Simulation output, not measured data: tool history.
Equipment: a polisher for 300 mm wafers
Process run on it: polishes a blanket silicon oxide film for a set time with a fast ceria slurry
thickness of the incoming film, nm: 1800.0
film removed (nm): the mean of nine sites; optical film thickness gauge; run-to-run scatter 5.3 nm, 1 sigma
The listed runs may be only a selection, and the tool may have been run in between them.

run	hour	flow of slurry (ml/min)	pressure of the wafer on the pad (psi)	speed of the pad under the wafer (cm/s)	polishing time (s)	film removed (nm)
1	0	210	1.8	122	72	862.07
2	0.8	210	1.8	122	72	877.54
3	8.7	210	1.8	100	72	709.74
4	17.2	210	1.6	100	72	645.84
5	26.1	160	1.6	100	72	600.24
6	34.6	160	1.6	100	75	637.55
7	42.6	155	1.5	100	75	601.8
8	50.3	150	1.4	100	75	571.83

Expected results for the next run?
9	59.3	145	1.4	100	75	?

film removed (nm): 552.94
